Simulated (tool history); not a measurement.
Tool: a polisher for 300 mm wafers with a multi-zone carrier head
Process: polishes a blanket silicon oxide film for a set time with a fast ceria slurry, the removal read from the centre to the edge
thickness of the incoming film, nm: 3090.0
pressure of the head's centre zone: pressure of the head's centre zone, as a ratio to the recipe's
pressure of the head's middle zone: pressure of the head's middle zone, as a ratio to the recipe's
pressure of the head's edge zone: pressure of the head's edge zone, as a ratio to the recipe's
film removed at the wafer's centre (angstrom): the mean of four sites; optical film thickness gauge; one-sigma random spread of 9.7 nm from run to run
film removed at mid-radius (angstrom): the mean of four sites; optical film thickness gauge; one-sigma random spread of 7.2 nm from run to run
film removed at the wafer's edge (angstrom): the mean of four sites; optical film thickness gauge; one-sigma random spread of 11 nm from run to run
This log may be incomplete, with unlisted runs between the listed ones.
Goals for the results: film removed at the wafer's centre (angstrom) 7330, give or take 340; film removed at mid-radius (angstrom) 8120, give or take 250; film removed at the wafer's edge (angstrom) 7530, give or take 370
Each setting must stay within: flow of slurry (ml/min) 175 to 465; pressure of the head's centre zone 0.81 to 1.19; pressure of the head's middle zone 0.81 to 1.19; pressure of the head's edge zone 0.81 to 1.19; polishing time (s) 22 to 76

run,hour,flow of slurry (ml/min),pressure of the head's centre zone,pressure of the head's middle zone,pressure of the head's edge zone,polishing time (s),film removed at the wafer's centre (angstrom),film removed at mid-radius (angstrom),film removed at the wafer's edge (angstrom)
1,0,295,1,1,1,49,11877,11785,11669
2,2.3,295,0.98,1,0.97,45,10862,11010,10913
3,10.6,295,0.98,1.02,0.96,40,9435.3,9963.3,9696.9
4,13.2,295,0.98,1.02,0.96,29,7022.5,7143.3,7198.7
5,21.1,300,0.98,1.04,0.96,29,6911,7277.7,7088.6
6,29.1,360,0.98,1.04,0.96,29,7183.1,7222,7126.6
7,34.3,355,0.97,1.05,0.96,30,7349.6,7775,7452.1
8,40.7,355,0.96,1.08,0.95,30,7281.5,7778.4,7268
9,47.1,355,0.95,1.08,0.95,30,7240.5,7934.4,7139.8
10,55.3,350,0.95,1.08,0.96,30,7187.6,7836.5,7226.7

5 candidate next runs follow, results not yet known. Just one meets every target within its allowed miss. Identify it.
A,63.5,395,0.97,1.03,0.91,29,?,?,?
B,63.5,435,1.16,1.13,0.85,29,?,?,?
C,63.5,455,0.92,1.07,0.92,31,?,?,?
D,63.5,315,0.9,0.95,1.04,33,?,?,?
E,63.5,300,0.93,0.99,1.04,30,?,?,?

move,film removed at the wafer's centre (angstrom),film removed at mid-radius (angstrom),film removed at the wafer's edge (angstrom)
A,6887.5,7384.1,6940.2
B,7762.7,8040.4,6813.6
C,7209.8,8232,7496.9
D,7348.2,7712.5,8169.3
E,6780.7,7227.1,7398.5
A: lands further from the targets than the last run did
B: puts the biggest miss on target and leaves a different result outside tolerance
C: each result inside its tolerance
D: lands further from the targets than the last run did
E: lands further from the targets than the last run did
Answer: C
